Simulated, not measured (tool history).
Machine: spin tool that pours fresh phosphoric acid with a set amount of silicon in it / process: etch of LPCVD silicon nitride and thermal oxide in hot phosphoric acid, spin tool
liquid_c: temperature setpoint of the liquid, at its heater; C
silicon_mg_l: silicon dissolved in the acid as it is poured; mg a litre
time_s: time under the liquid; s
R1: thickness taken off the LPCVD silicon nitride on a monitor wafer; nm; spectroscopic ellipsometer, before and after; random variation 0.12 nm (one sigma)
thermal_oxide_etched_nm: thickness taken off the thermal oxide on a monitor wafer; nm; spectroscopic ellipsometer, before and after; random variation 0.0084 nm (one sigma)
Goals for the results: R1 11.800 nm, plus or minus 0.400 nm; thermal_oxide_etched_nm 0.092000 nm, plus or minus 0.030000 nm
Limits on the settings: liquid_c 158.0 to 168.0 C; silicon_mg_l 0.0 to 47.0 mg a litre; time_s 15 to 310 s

run 1 day=0.000 | liquid_c=163.0 silicon_mg_l=20.5 time_s=160 | R1=19.285 thermal_oxide_etched_nm=0.391910
run 2 day=0.050 | liquid_c=162.5 silicon_mg_l=23.5 time_s=155 | R1=18.162 thermal_oxide_etched_nm=0.279360
run 3 day=0.183 | liquid_c=162.0 silicon_mg_l=24.0 time_s=150 | R1=17.214 thermal_oxide_etched_nm=0.271810
run 4 day=0.258 | liquid_c=164.0 silicon_mg_l=24.0 time_s=150 | R1=18.512 thermal_oxide_etched_nm=0.325220
run 5 day=0.379 | liquid_c=163.0 silicon_mg_l=24.0 time_s=150 | R1=18.128 thermal_oxide_etched_nm=0.270860
run 6 day=0.538 | liquid_c=162.5 silicon_mg_l=24.5 time_s=145 | R1=16.968 thermal_oxide_etched_nm=0.304680
-- day=0.621 thermometer replaced
run 7 day=0.621 | liquid_c=162.0 silicon_mg_l=27.0 time_s=140 | R1=15.095 thermal_oxide_etched_nm=0.227840
run 8 day=0.938 | liquid_c=161.5 silicon_mg_l=29.0 time_s=140 | R1=14.996 thermal_oxide_etched_nm=0.214580
run 9 day=1.212 | liquid_c=161.0 silicon_mg_l=31.0 time_s=140 | R1=14.508 thermal_oxide_etched_nm=0.156740
run 10 day=1.450 | liquid_c=161.0 silicon_mg_l=31.5 time_s=140 | R1=14.530 thermal_oxide_etched_nm=0.151490
run 11 day=1.696 | liquid_c=161.0 silicon_mg_l=32.0 time_s=140 | R1=14.677 thermal_oxide_etched_nm=0.167610
run 12 day=1.988 | liquid_c=161.0 silicon_mg_l=33.0 time_s=140 | R1=14.614 thermal_oxide_etched_nm=0.120320
run 13 day=2.267 | liquid_c=159.5 silicon_mg_l=33.5 time_s=130 | R1=12.946 thermal_oxide_etched_nm=0.136090
run 14 day=2.346 | liquid_c=159.5 silicon_mg_l=34.0 time_s=130 | R1=12.847 thermal_oxide_etched_nm=0.134930
run 15 day=2.404 | liquid_c=159.5 silicon_mg_l=34.5 time_s=130 | R1=12.673 thermal_oxide_etched_nm=0.114490

Which one of the following 5 next-run settings gets every result inside its allowed miss? There is exactly one.
run A day=2.462 | liquid_c=160.5 silicon_mg_l=45.5 time_s=135 | R1=? thermal_oxide_etched_nm=?
run B day=2.462 | liquid_c=161.0 silicon_mg_l=38.0 time_s=140 | R1=? thermal_oxide_etched_nm=?
run C day=2.462 | liquid_c=160.5 silicon_mg_l=37.5 time_s=115 | R1=? thermal_oxide_etched_nm=?
run D day=2.462 | liquid_c=159.0 silicon_mg_l=31.5 time_s=115 | R1=? thermal_oxide_etched_nm=?
run E day=2.462 | liquid_c=158.0 silicon_mg_l=17.0 time_s=125 | R1=? thermal_oxide_etched_nm=?

move=A R1=13.553 thermal_oxide_etched_nm=0.058745
move=B R1=14.293 thermal_oxide_etched_nm=0.102830
move=C R1=11.546 thermal_oxide_etched_nm=0.083803
move=D R1=10.978 thermal_oxide_etched_nm=0.100680
move=E R1=11.535 thermal_oxide_etched_nm=0.164240
A: the biggest miss grows against the last run
B: the biggest miss grows against the last run
C: hits every target within its allowed miss
D: carries the result that was furthest off beyond its target, to the other side
E: gets the furthest-off result to its target, but another result is out of tolerance
Go with C: it meets all targets.
